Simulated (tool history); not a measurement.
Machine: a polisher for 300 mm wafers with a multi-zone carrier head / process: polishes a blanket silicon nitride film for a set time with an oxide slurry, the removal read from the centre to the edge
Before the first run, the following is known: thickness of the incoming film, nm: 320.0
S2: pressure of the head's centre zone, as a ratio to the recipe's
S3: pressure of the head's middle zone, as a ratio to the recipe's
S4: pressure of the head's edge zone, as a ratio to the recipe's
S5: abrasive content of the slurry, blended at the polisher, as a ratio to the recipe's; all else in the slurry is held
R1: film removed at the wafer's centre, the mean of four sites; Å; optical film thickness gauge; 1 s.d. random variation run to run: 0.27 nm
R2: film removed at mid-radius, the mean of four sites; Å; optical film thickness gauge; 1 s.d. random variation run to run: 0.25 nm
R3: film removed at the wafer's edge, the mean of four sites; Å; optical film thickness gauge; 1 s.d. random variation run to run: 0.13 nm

{"run": 1, "hour": 0.0, "flow of slurry (ml/min)": 125, "S2": 1, "S3": 1, "S4": 1, "S5": 1, "polishing time (s)": 30, "R1": 136.79, "R2": 152, "R3": 150.6}
{"run": 2, "hour": 0.6, "flow of slurry (ml/min)": 135, "S2": 1.03, "S3": 1, "S4": 1.02, "S5": 1.05, "polishing time (s)": 30, "R1": 151.78, "R2": 159.48, "R3": 158.2}
{"run": 3, "hour": 9.5, "flow of slurry (ml/min)": 135, "S2": 1.03, "S3": 1, "S4": 0.96, "S5": 1.05, "polishing time (s)": 30, "R1": 151.08, "R2": 157.97, "R3": 156.57}
{"run": 4, "hour": 10.9, "flow of slurry (ml/min)": 135, "S2": 1.03, "S3": 1, "S4": 0.96, "S5": 1.05, "polishing time (s)": 33, "R1": 168.22, "R2": 170.72, "R3": 170.15}
{"run": 5, "hour": 16.6, "flow of slurry (ml/min)": 135, "S2": 1.03, "S3": 0.93, "S4": 0.96, "S5": 1.05, "polishing time (s)": 33, "R1": 160.33, "R2": 160.35, "R3": 168.97}
{"run": 6, "hour": 22.1, "flow of slurry (ml/min)": 135, "S2": 1.03, "S3": 0.96, "S4": 0.96, "S5": 1.05, "polishing time (s)": 33, "R1": 162.47, "R2": 166.53, "R3": 172.44}
{"run": 7, "hour": 27.9, "flow of slurry (ml/min)": 170, "S2": 1.13, "S3": 1, "S4": 0.98, "S5": 1.1, "polishing time (s)": 33, "R1": 191.48, "R2": 184.57, "R3": 181.69}

Estimate the outcome of run 8 from the log above:
{"run": 8, "hour": 31.4, "flow of slurry (ml/min)": 170, "S2": 1.14, "S3": 1, "S4": 0.98, "S5": 1.1, "polishing time (s)": 33, "R1": "?", "R2": "?", "R3": "?"}

R1: 195.67 Å
R2: 185.3 Å
R3: 180.71 Å

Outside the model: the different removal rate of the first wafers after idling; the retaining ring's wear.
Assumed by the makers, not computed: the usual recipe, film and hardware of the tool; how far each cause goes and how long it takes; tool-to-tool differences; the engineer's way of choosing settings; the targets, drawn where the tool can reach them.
